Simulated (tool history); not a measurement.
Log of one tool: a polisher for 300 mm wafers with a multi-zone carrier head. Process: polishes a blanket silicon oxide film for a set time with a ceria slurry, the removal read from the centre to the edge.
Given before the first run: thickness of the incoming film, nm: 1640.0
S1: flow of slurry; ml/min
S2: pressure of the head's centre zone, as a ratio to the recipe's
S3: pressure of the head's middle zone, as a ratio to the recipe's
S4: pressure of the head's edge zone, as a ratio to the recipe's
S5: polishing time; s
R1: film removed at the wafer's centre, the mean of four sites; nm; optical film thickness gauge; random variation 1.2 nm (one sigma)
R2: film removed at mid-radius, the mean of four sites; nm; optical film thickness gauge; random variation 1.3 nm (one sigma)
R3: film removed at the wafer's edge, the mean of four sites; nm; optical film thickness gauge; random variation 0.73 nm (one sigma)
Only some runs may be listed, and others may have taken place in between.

run  hour   S1    S2    S3    S4  S5      R1      R2      R3
  1   0.0  295  1.00  1.00  1.00  40  172.74  165.68  168.47
  2   3.2  295  1.00  1.00  1.06  40  169.82  167.77  174.45
  3  11.0  265  1.00  1.00  1.06  40  170.77  164.10  170.48
  4  18.7  265  1.04  1.00  1.06  40  176.61  164.12  172.10
  5  20.6  255  1.02  1.01  1.02  38  162.08  159.64  160.16
  6  27.0  255  1.02  1.06  1.02  38  163.55  160.38  159.31

Estimate the outcome of run 7 from the log above:
  7  28.1  250  1.01  1.06  0.99  36   ?   ?   ?

Run 7 measured R1 153.08 nm, R2 157.40 nm, R3 149.85 nm.
